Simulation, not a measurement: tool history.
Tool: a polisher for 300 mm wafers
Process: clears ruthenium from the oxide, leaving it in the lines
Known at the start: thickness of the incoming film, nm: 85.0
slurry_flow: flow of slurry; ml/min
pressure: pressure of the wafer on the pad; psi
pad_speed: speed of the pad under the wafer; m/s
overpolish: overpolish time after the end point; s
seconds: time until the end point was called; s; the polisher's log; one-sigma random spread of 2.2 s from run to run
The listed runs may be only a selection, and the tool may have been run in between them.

| run | hour | slurry_flow | pressure | pad_speed | overpolish | seconds |
|---|---|---|---|---|---|---|
| 1 | 0 | 250 | 1.3 | 1.3 | 5 | 92.232 |
| 2 | 2.4 | 250 | 1.2 | 1.3 | 5 | 99.159 |
| 3 | 7.3 | 250 | 1.2 | 1.52 | 5 | 84.797 |
| 4 | 12 | 305 | 1.2 | 1.52 | 5 | 83.406 |
| 5 | 18.9 | 305 | 1 | 1.38 | 5 | 109.46 |
| 6 | 21 | 305 | 1 | 1.38 | 4 | 107.52 |
| 7 | 25.3 | 305 | 0.9 | 1.28 | 4 | 131.45 |
| 8 | 30.9 | 305 | 0.8 | 1.26 | 4 | 147.06 |
| 9 | 36.4 | 305 | 0.7 | 1.26 | 4 | 171.26 |
| 10 | 45.1 | 300 | 0.7 | 1.26 | 4 | 168.21 |
| 11 | 50.9 | 290 | 0.7 | 1.26 | 4 | 169.12 |
| 12 | 51.9 | 285 | 0.7 | 1.26 | 4 | 166.41 |
| 13 | 59.4 | 280 | 0.6 | 1.26 | 4 | 191.74 |
| 14 | 66.3 | 285 | 0.6 | 1.26 | 4 | 190.68 |
| 15 | 68.1 | 290 | 0.6 | 1.26 | 4 | 195.33 |
| 16 | 72.4 | 290 | 0.7 | 1.26 | 4 | 167.73 |

Expected results for the next run?
| 17 | 80.1 | 290 | 0.6 | 1.26 | 4 | ? |

seconds: 198.15 s
